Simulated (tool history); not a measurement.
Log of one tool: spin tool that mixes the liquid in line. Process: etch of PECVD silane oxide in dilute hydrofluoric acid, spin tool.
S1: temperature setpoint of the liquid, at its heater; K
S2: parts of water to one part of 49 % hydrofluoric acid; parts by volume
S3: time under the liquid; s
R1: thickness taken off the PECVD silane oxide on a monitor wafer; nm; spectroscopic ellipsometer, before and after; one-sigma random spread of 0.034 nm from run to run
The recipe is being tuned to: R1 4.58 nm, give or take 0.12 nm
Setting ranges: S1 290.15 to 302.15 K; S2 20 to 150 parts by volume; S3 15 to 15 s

{"run": 1, "hour": 0.0, "S1": 294.15, "S2": 85, "S3": 15, "R1": 2.4094}
{"run": 2, "hour": 4.7, "S1": 295.15, "S2": 80, "S3": 15, "R1": 2.7112}
{"run": 3, "hour": 12.6, "S1": 296.15, "S2": 80, "S3": 15, "R1": 2.8014}
{"run": 4, "hour": 16.3, "S1": 296.65, "S2": 75, "S3": 15, "R1": 3.0342}
{"run": 5, "hour": 21.7, "S1": 297.15, "S2": 75, "S3": 15, "R1": 3.1342}
{"run": 6, "hour": 26.5, "S1": 297.15, "S2": 65, "S3": 15, "R1": 3.7096}
{"run": 7, "hour": 28.7, "S1": 297.65, "S2": 65, "S3": 15, "R1": 3.7697}
{"run": 8, "hour": 36.4, "S1": 298.15, "S2": 65, "S3": 15, "R1": 3.799}
{"run": 9, "hour": 37.8, "S1": 298.65, "S2": 65, "S3": 15, "R1": 3.8921}
{"run": 10, "hour": 39.8, "S1": 299.15, "S2": 65, "S3": 15, "R1": 4.0344}

Exercise: of the 5 proposed moves below, exactly one satisfies all targets within the stated allowed misses. Which move is it?
{"run": "A", "hour": 41.8, "S1": 299.65, "S2": 55, "S3": 15, "R1": "?"}
{"run": "B", "hour": 41.8, "S1": 301.65, "S2": 60, "S3": 15, "R1": "?"}
{"run": "C", "hour": 41.8, "S1": 301.65, "S2": 65, "S3": 15, "R1": "?"}
{"run": "D", "hour": 41.8, "S1": 295.15, "S2": 60, "S3": 15, "R1": "?"}
{"run": "E", "hour": 41.8, "S1": 300.65, "S2": 60, "S3": 15, "R1": "?"}

move=A R1=4.8708
move=B R1=4.8001
move=C R1=4.3988
move=D R1=3.691
move=E R1=4.6141
A: pushes the last run's worst result past its target
B: pushes the last run's worst result past its target
C: closer than the last run, but not yet in spec
D: lands further from the targets than the last run did
E: each result inside its tolerance
The right move is E.

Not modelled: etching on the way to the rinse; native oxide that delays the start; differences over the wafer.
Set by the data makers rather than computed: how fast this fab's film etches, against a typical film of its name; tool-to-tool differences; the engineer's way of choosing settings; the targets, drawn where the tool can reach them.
